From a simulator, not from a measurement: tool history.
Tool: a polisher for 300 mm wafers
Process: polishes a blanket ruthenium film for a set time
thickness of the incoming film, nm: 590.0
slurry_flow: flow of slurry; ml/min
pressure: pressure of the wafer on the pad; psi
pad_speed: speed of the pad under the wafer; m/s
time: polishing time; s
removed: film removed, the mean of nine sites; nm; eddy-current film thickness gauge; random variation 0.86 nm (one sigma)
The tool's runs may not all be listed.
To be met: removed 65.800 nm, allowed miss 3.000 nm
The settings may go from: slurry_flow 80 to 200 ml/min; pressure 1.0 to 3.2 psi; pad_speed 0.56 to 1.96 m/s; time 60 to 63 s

run,day,slurry_flow,pressure,pad_speed,time,removed
1,0.000,130,2.1,1.26,60,86.040
2,0.071,130,2.1,1.46,60,96.467
3,0.154,130,1.9,1.44,60,87.319
4,0.350,130,2.3,1.44,60,104.200
5,0.438,130,2.1,1.42,60,93.016
6,0.596,130,1.9,1.40,60,87.230
7,0.888,130,1.7,1.38,60,74.930
8,1.075,130,1.6,1.38,60,70.443

4 next moves are on the table. One of them brings every result within its allowed miss. Which?
A,1.262,135,1.8,1.34,60,?
B,1.262,135,1.6,1.44,60,?
C,1.262,120,1.8,1.46,60,?
D,1.262,115,1.7,1.26,60,?

move,removed
A,77.819
B,74.511
C,82.381
D,66.860
A: further off than the last run
B: further off than the last run
C: further off than the last run
D: meets every target
The right move is D.

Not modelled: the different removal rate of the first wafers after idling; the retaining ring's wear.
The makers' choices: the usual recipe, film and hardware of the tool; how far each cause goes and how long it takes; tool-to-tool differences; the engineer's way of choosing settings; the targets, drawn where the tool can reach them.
